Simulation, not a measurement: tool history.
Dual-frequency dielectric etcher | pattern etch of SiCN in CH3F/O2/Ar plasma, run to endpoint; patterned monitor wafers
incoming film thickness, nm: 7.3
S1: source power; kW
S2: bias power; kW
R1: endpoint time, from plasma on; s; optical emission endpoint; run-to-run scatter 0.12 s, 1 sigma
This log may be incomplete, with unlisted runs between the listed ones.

| run | hour | S1 | S2 | R1 |
|---|---|---|---|---|
| 1 | 0 | 0.3 | 0.091 | 19.13 |
| 2 | 2.8 | 0.27 | 0.087 | 19.97 |
| 3 | 9.6 | 0.23 | 0.087 | 20.805 |
| 4 | 17.2 | 0.19 | 0.087 | 21.658 |
| 5 | 22.3 | 0.18 | 0.082 | 22.457 |
| 6 | 26.2 | 0.17 | 0.082 | 22.866 |
| 7 | 34.9 | 0.17 | 0.08 | 22.91 |
| 8 | 38.4 | 0.17 | 0.078 | 23.149 |

What will run 9 give?
| 9 | 42.6 | 0.17 | 0.077 | ? |

R1: 23.138 s
